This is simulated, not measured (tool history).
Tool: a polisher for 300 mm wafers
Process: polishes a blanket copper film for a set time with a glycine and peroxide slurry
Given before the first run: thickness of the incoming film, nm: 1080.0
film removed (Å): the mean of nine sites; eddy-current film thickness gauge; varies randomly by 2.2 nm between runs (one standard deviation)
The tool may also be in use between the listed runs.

run  hour  flow of slurry (ml/min)  pressure of the wafer on the pad (psi)  speed of the pad under the wafer (cm/s)  polishing time (s)  film removed (Å)
  1   0.0                      265                                     2.5                                      116                  42            1890.4
  2   2.8                      305                                     2.5                                      116                  42            1900.3
  3   8.1                      305                                     2.5                                       90                  42            1564.6
  4  10.3                      240                                     2.5                                       90                  42            1510.9
     18.7  -- worn pad replaced by a new one
  5  18.7                      245                                     2.7                                       90                  42            1779.1
  6  23.0                      190                                     2.7                                       90                  42            1729.3
  7  29.5                      190                                     2.8                                       90                  42            1766.7

What does the tool deliver on the next run?
  8  30.2                      190                                     2.9                                       90                  42                 ?

{"run 8": {"film removed (Å)": 1837.4}}
